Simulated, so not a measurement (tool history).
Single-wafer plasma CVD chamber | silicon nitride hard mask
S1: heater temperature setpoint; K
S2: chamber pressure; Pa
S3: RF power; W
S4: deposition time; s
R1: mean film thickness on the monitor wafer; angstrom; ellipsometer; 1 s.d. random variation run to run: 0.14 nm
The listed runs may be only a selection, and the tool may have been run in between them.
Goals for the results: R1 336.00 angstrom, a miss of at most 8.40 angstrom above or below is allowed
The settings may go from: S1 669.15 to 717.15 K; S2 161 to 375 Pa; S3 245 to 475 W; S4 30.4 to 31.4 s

| run | hour | S1 | S2 | S3 | S4 | R1 |
|---|---|---|---|---|---|---|
| 1 | 0.0 | 693.15 | 268 | 360 | 30.4 | 408.90 |
| 2 | 3.0 | 693.15 | 247 | 340 | 30.4 | 385.49 |
| 3 | 8.7 | 693.15 | 293 | 340 | 30.4 | 402.89 |
| 4 | 12.7 | 693.15 | 271 | 325 | 30.4 | 384.63 |
| 5 | 17.9 | 687.15 | 271 | 325 | 30.4 | 383.60 |
| 6 | 18.4 | 687.15 | 300 | 325 | 30.4 | 394.09 |
| 7 | 22.1 | 687.15 | 277 | 310 | 30.4 | 375.54 |
| 8 | 23.2 | 687.15 | 224 | 275 | 30.4 | 323.35 |
| 9 | 25.0 | 687.15 | 229 | 275 | 30.4 | 326.72 |
| 10 | 33.0 | 687.15 | 233 | 275 | 30.4 | 326.50 |

Which one of the following 5 next-run settings gets every result inside its allowed miss? There is exactly one.
| A | 41.0 | 689.15 | 233 | 255 | 31.0 | ? |
| B | 41.0 | 692.15 | 271 | 260 | 31.4 | ? |
| C | 41.0 | 669.15 | 245 | 260 | 30.4 | ? |
| D | 41.0 | 685.15 | 220 | 260 | 31.1 | ? |
| E | 41.0 | 687.15 | 231 | 260 | 31.4 | ? |

| move | R1 |
|---|---|
| A | 313.26 |
| B | 335.04 |
| C | 318.73 |
| D | 314.40 |
| E | 321.37 |
A: further off than the last run
B: meets every target
C: further off than the last run
D: further off than the last run
E: further off than the last run
Correct choice: B, which meets every target
